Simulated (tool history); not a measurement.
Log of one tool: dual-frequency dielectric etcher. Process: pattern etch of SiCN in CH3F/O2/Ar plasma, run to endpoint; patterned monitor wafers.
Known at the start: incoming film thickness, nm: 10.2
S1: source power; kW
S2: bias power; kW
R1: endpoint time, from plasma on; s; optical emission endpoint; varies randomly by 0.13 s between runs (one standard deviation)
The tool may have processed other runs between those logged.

| run | hour | S1 | S2 | R1 |
|---|---|---|---|---|
| 1 | 0 | 0.46 | 0.057 | 27.277 |
| 2 | 6.3 | 0.5 | 0.057 | 26.94 |
| 3 | 10.3 | 0.45 | 0.055 | 27.768 |
| 4 | 11.1 | 0.45 | 0.06 | 27.034 |
| 5 | 13.9 | 0.45 | 0.066 | 26.083 |
| 6 | 21.2 | 0.41 | 0.066 | 26.612 |

Forecast run 7:
| 7 | 29.2 | 0.37 | 0.063 | ? |

{"run 7": {"R1": 27.621}}
